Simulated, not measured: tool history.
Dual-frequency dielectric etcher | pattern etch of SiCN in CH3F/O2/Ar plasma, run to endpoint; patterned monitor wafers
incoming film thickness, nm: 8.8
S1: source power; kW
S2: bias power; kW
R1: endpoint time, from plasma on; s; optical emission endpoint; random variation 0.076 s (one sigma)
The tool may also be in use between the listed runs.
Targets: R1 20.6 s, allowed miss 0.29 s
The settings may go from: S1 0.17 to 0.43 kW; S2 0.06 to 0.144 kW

run    day    S1     S2      R1
  1      0   0.3  0.102  24.194
  2  0.171  0.31  0.102  23.932
  3  0.417  0.32  0.103  23.579
  4  0.521  0.33  0.104  23.164
  5  0.733  0.28  0.104  24.945
  6  0.971  0.28  0.093  25.917
  7  1.271   0.3  0.094  25.029
     1.546  -- bias power generator calibrated
  8  1.546  0.36  0.101  23.075
  9    1.6  0.36  0.101  22.965
 10  1.767  0.37  0.102  22.595
 11  2.133  0.38  0.103  22.422

Which of these 5 next moves meets every target?
  A  2.5  0.43  0.127   ?
  B  2.5  0.41  0.106   ?
  C  2.5  0.43  0.112   ?
  D  2.5  0.33  0.087   ?
  E  2.5  0.38  0.117   ?

move      R1
   A  19.738
   B  21.482
   C  20.663
   D  25.164
   E  21.374
A: takes the result that was furthest off past its target
B: nearer than the last run, and not there yet
C: meets every target
D: further off than the last run
E: nearer than the last run, and not there yet
Answer: C
